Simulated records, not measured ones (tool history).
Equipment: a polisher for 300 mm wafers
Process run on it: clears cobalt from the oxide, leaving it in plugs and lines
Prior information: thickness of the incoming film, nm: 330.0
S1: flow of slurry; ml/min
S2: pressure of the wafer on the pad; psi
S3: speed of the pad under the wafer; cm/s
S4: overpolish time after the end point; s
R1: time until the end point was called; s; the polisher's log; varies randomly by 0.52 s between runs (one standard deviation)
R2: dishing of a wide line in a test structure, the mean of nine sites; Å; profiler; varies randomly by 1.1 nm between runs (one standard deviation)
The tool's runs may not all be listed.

run  hour   S1   S2   S3  S4      R1      R2
  1   0.0  250  2.3  116  26  42.033  628.55
  2   5.9  250  2.6  116  26  36.086  578.22
  3  10.6  285  2.6  116  26  36.568  617.86
  4  18.1  285  2.6  116  16  35.915  557.82
  5  20.0  285  2.3  116  16  41.805  559.85
  6  26.4  250  2.3  112  14  41.870  539.70
  7  34.2  225  2.3  106  13  44.604  486.69

Run 8 is up next; what results do you expect?
  8  35.2  190  2.3  106   9   ?   ?

{"run 8": {"R1": 46.239, "R2": 392.35}}

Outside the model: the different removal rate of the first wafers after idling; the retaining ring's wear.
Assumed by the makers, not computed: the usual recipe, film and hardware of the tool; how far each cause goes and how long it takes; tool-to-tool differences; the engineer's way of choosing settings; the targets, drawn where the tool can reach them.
